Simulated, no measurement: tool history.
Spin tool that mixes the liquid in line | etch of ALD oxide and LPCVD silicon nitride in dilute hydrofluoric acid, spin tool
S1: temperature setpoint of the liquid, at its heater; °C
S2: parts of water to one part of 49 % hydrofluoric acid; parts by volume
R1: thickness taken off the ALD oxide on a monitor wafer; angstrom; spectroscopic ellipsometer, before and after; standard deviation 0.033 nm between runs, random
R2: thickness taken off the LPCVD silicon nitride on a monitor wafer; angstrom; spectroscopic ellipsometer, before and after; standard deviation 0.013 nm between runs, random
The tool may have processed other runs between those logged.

{"run": 1, "hour": 0.0, "S1": 22, "S2": 105, "time under the liquid (s)": 60, "R1": 145.14, "R2": 1.8718}
{"run": 2, "hour": 7.6, "S1": 25.5, "S2": 105, "time under the liquid (s)": 60, "R1": 169.57, "R2": 2.3154}
{"run": 3, "hour": 14.5, "S1": 28.5, "S2": 105, "time under the liquid (s)": 60, "R1": 186.9, "R2": 2.7649}
{"run": 4, "hour": 15.8, "S1": 28.5, "S2": 105, "time under the liquid (s)": 85, "R1": 268.08, "R2": 3.5112}
{"run": 5, "hour": 22.4, "S1": 26.5, "S2": 120, "time under the liquid (s)": 80, "R1": 201.86, "R2": 3.346}
{"run": 6, "hour": 26.5, "S1": 26.5, "S2": 105, "time under the liquid (s)": 80, "R1": 232.97, "R2": 3.5989}
{"run": 7, "hour": 30.9, "S1": 26.5, "S2": 105, "time under the liquid (s)": 80, "R1": 234.11, "R2": 3.4666}
{"hour": 39.0, "done": "thermometer replaced"}
{"run": 8, "hour": 39.0, "S1": 25, "S2": 120, "time under the liquid (s)": 75, "R1": 193.85, "R2": 3.2964}
{"run": 9, "hour": 43.4, "S1": 21, "S2": 160, "time under the liquid (s)": 45, "R1": 71.075, "R2": 1.0844}

Forecast run 10:
{"run": 10, "hour": 48.9, "S1": 20.5, "S2": 160, "time under the liquid (s)": 45, "R1": "?", "R2": "?"}

{"run 10": {"R1": 69.906, "R2": 1.1393}}
